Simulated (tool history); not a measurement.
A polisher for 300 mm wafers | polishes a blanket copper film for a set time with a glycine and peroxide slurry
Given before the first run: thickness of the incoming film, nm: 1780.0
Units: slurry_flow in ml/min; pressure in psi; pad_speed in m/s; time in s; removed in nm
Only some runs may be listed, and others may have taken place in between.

Run 1, hour 0.0: slurry_flow 310 ml/min, pressure 2.7 psi, pad_speed 0.78 m/s, time 26 s. Result: removed 127.27 nm.
Run 2, hour 3.9: slurry_flow 310 ml/min, pressure 2.7 psi, pad_speed 0.98 m/s, time 26 s. Result: removed 150.56 nm.
Run 3, hour 11.3: slurry_flow 310 ml/min, pressure 2.8 psi, pad_speed 0.98 m/s, time 26 s. Result: removed 151.82 nm.
Run 4, hour 12.7: slurry_flow 350 ml/min, pressure 2.8 psi, pad_speed 0.98 m/s, time 26 s. Result: removed 156.72 nm.
Run 5, hour 19.6: slurry_flow 350 ml/min, pressure 2.8 psi, pad_speed 0.98 m/s, time 24 s. Result: removed 141.14 nm.
Run 6, hour 20.7: slurry_flow 350 ml/min, pressure 2.8 psi, pad_speed 0.98 m/s, time 24 s. Result: removed 144.58 nm.

What will run 7 give?
Run 7, hour 28.3: slurry_flow 350 ml/min, pressure 2.9 psi, pad_speed 0.98 m/s, time 24 s. Result: removed ?.

{"run 7": {"removed": 146.4}}
